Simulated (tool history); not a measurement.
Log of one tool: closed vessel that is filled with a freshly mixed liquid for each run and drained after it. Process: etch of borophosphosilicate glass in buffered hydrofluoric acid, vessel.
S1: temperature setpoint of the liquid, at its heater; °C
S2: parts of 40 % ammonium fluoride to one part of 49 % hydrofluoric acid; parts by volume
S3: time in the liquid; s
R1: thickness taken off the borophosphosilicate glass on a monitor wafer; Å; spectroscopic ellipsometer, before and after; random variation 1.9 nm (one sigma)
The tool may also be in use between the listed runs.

run	hour	S1	S2	S3	R1
1	0	25	9.5	35	1036.4
2	4.6	27	9.5	35	1158.1
3	6.5	27.5	9	35	1246.3
4	11.9	28	8.5	35	1329.8
5	15.2	31	8.5	35	1566.1
6	22.9	29	8.5	35	1406.6
7	23.8	32	5.5	35	2530.3

Forecast run 8:
8	30.9	31.5	5.5	35	?

R1: 2461 Å
